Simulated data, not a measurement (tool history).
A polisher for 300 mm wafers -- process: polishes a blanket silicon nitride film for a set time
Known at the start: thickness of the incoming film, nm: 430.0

run	day	flow of slurry (ml/min)	pressure of the wafer on the pad (kPa)	speed of the pad under the wafer (cm/s)	polishing time (s)	film removed (Å)
1	0.000	120	31.0	140	70	2298.1
2	0.367	120	31.0	140	70	2293.3
3	0.567	120	31.0	140	74	2411.6
4	0.612	130	33.8	140	74	2706.5
5	0.879	130	40.7	140	74	3161.9
6	1.100	140	41.4	140	74	3301.6
7	1.179	145	41.4	140	74	3314.9
8	1.442	150	42.1	140	74	3399.5
9	1.717	155	42.1	140	74	3357.4

What will run 10 give?
# day 1.800: worn pad replaced by a new one
10	1.800	155	42.7	140	74	?

For run 10 the tool returned film removed (Å) 3729.7.

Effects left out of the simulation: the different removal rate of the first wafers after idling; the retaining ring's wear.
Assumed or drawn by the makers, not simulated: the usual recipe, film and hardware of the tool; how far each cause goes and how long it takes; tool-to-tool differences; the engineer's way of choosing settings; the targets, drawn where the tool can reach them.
